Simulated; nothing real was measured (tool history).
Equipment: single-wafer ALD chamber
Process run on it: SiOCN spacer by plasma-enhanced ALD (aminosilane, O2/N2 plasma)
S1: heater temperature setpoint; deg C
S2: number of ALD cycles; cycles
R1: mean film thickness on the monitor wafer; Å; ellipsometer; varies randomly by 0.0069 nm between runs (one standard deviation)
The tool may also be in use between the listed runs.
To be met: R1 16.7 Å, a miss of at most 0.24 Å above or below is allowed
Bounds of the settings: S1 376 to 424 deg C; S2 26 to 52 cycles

run	day	S1	S2	R1
1	0	400	39	21.589
2	0.342	400	44	24.448
3	0.521	401	42	23.35
4	0.562	401	40	22.194
5	0.729	401	35	19.352
6	1.042	401	34	18.863
7	1.338	401	34	18.945
8	1.429	401	33	18.362
9	1.579	403	31	17.212
10	1.892	404	31	17.108
11	2.083	405	31	17.054

Pick the move, out of 5, that brings all results within their allowed miss; only one does.
A	2.275	410	32	?
B	2.275	400	32	?
C	2.275	397	32	?
D	2.275	392	30	?
E	2.275	404	32	?

move	R1
A	17.206
B	17.752
C	17.752
D	16.643
E	17.534
A: its largest miss is bigger than the last run's
B: its largest miss is bigger than the last run's
C: its largest miss is bigger than the last run's
D: all results in spec
E: its largest miss is bigger than the last run's
D meets every target.

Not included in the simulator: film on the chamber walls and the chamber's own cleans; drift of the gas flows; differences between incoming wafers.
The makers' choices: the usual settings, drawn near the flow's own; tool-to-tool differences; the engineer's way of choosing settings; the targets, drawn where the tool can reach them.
